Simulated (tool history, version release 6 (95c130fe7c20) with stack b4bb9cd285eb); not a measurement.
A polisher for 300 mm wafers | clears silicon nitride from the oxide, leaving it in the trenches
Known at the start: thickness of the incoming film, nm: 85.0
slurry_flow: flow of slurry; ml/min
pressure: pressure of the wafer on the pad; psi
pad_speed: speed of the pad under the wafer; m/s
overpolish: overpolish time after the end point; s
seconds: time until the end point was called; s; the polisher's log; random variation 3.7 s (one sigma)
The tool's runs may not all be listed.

run	hour	slurry_flow	pressure	pad_speed	overpolish	seconds
1	0	200	1.8	1	6	145.33
2	8.3	200	1.8	0.88	6	163.22
3	15.1	155	1.8	0.88	6	163.51
4	18.7	155	1.8	0.88	6	162.97
5	25.5	155	1.8	1.02	6	152.38
6	30.3	155	1.6	0.98	6	170.97
7	33.4	155	1.4	0.94	6	203.06
8	39.9	155	1.3	0.94	6	213.52

Run 9 comes next. What will it give?
9	48.3	155	1.2	0.94	6	?

Run 9 gave seconds 235.95 s.

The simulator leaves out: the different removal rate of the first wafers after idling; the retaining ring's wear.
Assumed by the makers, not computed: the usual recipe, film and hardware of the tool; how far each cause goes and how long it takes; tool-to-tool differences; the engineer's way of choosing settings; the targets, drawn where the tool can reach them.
